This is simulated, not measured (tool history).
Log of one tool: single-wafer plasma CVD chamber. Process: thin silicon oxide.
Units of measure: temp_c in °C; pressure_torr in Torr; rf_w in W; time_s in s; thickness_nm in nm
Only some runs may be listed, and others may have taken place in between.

run,hour,temp_c,pressure_torr,rf_w,time_s,thickness_nm
1,0,405,0.646,270,7.37,10.441
2,7.7,405,0.623,270,7.37,10.036
3,10.2,405,0.604,270,7.37,9.8454
4,16.9,405,0.584,270,7.37,9.413
5,21.3,405,0.57,270,7.37,9.1834
6,23.8,395,0.57,270,7.37,9.3277
7,28.6,395,0.556,270,7.37,9.1808
8,31.7,395,0.543,270,7.37,8.8453
9,33.5,395,0.534,270,7.37,8.7501
10,37.8,395,0.525,270,7.37,8.6105
11,40.4,395,0.518,270,7.37,8.4782
12,46,395,0.512,270,7.37,8.4961
13,54,395,0.512,270,7.37,8.4246
14,59.9,395,0.506,270,7.37,8.3083
15,61.8,395,0.502,270,7.37,8.2231
16,70.4,395,0.498,270,7.37,8.1362
17,78.3,395,0.495,270,7.37,8.1006

Estimate the outcome of run 18 from the log above:
18,79.4,395,0.493,270,7.37,?

Run 18 produced thickness_nm 8.105 nm.
